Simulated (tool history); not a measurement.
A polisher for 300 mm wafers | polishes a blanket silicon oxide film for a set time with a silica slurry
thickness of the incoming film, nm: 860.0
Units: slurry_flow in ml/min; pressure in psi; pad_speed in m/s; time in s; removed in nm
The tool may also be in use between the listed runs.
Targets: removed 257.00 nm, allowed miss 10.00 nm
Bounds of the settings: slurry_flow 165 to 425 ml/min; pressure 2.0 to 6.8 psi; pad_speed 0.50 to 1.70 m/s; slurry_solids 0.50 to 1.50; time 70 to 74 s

| run | hour | slurry_flow | pressure | pad_speed | slurry_solids | time | removed |
|---|---|---|---|---|---|---|---|
| 1 | 0.0 | 275 | 4.4 | 1.10 | 1.00 | 70 | 163.11 |
| 2 | 6.9 | 275 | 4.8 | 1.10 | 1.00 | 70 | 173.42 |
| 3 | 15.0 | 275 | 4.8 | 1.10 | 1.00 | 74 | 185.94 |
| 4 | 16.4 | 275 | 4.8 | 0.98 | 1.00 | 74 | 169.68 |
| 5 | 24.8 | 275 | 5.2 | 1.00 | 1.00 | 74 | 186.25 |
| 6 | 26.9 | 275 | 5.2 | 1.00 | 1.00 | 70 | 173.20 |
| 7 | 27.8 | 275 | 5.2 | 1.00 | 1.00 | 70 | 175.18 |
| 8 | 32.7 | 275 | 5.5 | 1.02 | 1.00 | 70 | 185.41 |
| 9 | 35.9 | 275 | 5.8 | 1.04 | 1.00 | 70 | 195.95 |
|  | 38.9 | conditioning disc replaced and pad reconditioned |
| 10 | 38.9 | 275 | 6.0 | 1.08 | 1.00 | 70 | 284.23 |
| 11 | 39.7 | 275 | 5.9 | 1.08 | 1.00 | 70 | 278.92 |
| 12 | 46.1 | 275 | 5.8 | 1.08 | 1.00 | 70 | 268.93 |

Which of these 4 next moves meets every target?
| A | 52.5 | 360 | 5.7 | 1.34 | 0.80 | 74 | ? |
| B | 52.5 | 265 | 5.8 | 1.08 | 1.00 | 70 | ? |
| C | 52.5 | 285 | 5.7 | 1.08 | 0.95 | 70 | ? |
| D | 52.5 | 245 | 6.2 | 1.02 | 1.00 | 74 | ? |

| move | removed |
|---|---|
| A | 289.09 |
| B | 274.63 |
| C | 261.57 |
| D | 294.60 |
A: further off than the last run
B: further off than the last run
C: meets every target
D: further off than the last run
The right move is C.

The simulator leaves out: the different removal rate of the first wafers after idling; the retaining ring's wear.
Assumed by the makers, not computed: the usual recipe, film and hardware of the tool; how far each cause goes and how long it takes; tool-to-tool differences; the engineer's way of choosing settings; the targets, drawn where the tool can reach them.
